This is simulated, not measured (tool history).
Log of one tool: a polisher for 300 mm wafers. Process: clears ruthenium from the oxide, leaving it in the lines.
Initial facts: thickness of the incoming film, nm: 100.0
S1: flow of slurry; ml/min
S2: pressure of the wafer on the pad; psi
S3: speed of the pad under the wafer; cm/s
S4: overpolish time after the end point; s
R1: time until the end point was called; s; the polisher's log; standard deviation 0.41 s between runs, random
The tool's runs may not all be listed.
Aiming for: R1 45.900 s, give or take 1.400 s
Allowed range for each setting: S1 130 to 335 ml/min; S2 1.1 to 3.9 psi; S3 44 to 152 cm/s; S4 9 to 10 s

{"run": 1, "hour": 0.0, "S1": 215, "S2": 2.5, "S3": 98, "S4": 10, "R1": 63.331}
{"run": 2, "hour": 8.2, "S1": 215, "S2": 2.5, "S3": 98, "S4": 9, "R1": 62.626}
{"run": 3, "hour": 14.5, "S1": 215, "S2": 2.5, "S3": 98, "S4": 10, "R1": 63.01}
{"run": 4, "hour": 17.0, "S1": 220, "S2": 2.7, "S3": 98, "S4": 10, "R1": 57.533}
{"run": 5, "hour": 25.3, "S1": 225, "S2": 2.9, "S3": 98, "S4": 10, "R1": 55.331}
{"run": 6, "hour": 26.5, "S1": 225, "S2": 2.9, "S3": 98, "S4": 10, "R1": 54.548}
{"run": 7, "hour": 32.0, "S1": 225, "S2": 3.1, "S3": 98, "S4": 10, "R1": 51.407}
{"run": 8, "hour": 36.6, "S1": 225, "S2": 3.2, "S3": 98, "S4": 10, "R1": 49.35}
{"run": 9, "hour": 44.2, "S1": 225, "S2": 3.3, "S3": 98, "S4": 10, "R1": 48.582}

Which one of the following 4 next-run settings gets every result inside its allowed miss? There is exactly one.
{"run": "A", "hour": 51.8, "S1": 190, "S2": 3.8, "S3": 90, "S4": 10, "R1": "?"}
{"run": "B", "hour": 51.8, "S1": 205, "S2": 2.9, "S3": 98, "S4": 9, "R1": "?"}
{"run": "C", "hour": 51.8, "S1": 235, "S2": 3.5, "S3": 92, "S4": 10, "R1": "?"}
{"run": "D", "hour": 51.8, "S1": 205, "S2": 3.3, "S3": 94, "S4": 9, "R1": "?"}

move=A R1=46.187
move=B R1=55.069
move=C R1=48.235
move=D R1=50.548
A: every result within its allowed miss
B: misses by more than the last run did
C: gains on the last run, yet a result remains outside its allowed miss
D: misses by more than the last run did
The move that meets every target is A.

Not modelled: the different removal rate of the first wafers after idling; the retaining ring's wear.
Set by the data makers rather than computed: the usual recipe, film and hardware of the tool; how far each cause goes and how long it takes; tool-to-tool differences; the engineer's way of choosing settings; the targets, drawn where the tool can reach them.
